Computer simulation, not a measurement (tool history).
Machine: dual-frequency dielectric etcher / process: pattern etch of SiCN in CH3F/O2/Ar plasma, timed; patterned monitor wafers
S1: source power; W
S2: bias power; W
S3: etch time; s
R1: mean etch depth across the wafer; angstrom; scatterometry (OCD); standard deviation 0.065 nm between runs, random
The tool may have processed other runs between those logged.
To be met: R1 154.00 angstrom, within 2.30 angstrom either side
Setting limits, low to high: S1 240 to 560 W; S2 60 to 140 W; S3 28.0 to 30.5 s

run 1 hour=0.0 | S1=400 S2=100 S3=30.5 | R1=133.96
run 2 hour=4.6 | S1=400 S2=86 S3=30.5 | R1=127.51
run 3 hour=11.8 | S1=430 S2=89 S3=30.5 | R1=131.97
run 4 hour=16.9 | S1=380 S2=89 S3=30.5 | R1=127.03
run 5 hour=22.3 | S1=380 S2=89 S3=28.0 | R1=117.55
-- hour=30.1 bias power generator calibrated
run 6 hour=30.1 | S1=380 S2=97 S3=28.0 | R1=118.86
run 7 hour=35.5 | S1=420 S2=101 S3=28.0 | R1=124.19
run 8 hour=38.1 | S1=450 S2=108 S3=28.5 | R1=132.50
run 9 hour=39.3 | S1=450 S2=108 S3=28.5 | R1=132.73
run 10 hour=46.9 | S1=470 S2=113 S3=28.5 | R1=135.44
run 11 hour=54.9 | S1=490 S2=118 S3=28.5 | R1=139.65
run 12 hour=58.6 | S1=500 S2=122 S3=28.5 | R1=143.42
run 13 hour=64.5 | S1=510 S2=124 S3=28.5 | R1=144.77
run 14 hour=66.6 | S1=520 S2=126 S3=28.5 | R1=145.70
run 15 hour=71.2 | S1=530 S2=128 S3=28.5 | R1=147.24
run 16 hour=79.0 | S1=530 S2=130 S3=28.5 | R1=147.63

Of the 4 settings listed for the next run, only one would bring every result within its allowed miss of target. Which one?
run A hour=86.8 | S1=560 S2=116 S3=30.5 | R1=?
run B hour=86.8 | S1=520 S2=136 S3=28.5 | R1=?
run C hour=86.8 | S1=560 S2=132 S3=30.5 | R1=?
run D hour=86.8 | S1=490 S2=127 S3=30.0 | R1=?

move=A R1=153.42
move=B R1=148.01
move=C R1=160.36
move=D R1=149.41
A: every result lands within tolerance
B: nearer than the last run, and not there yet
C: moves the result that the last run missed by most past its target, out the other side
D: nearer than the last run, and not there yet
Correct choice: A, which meets every target

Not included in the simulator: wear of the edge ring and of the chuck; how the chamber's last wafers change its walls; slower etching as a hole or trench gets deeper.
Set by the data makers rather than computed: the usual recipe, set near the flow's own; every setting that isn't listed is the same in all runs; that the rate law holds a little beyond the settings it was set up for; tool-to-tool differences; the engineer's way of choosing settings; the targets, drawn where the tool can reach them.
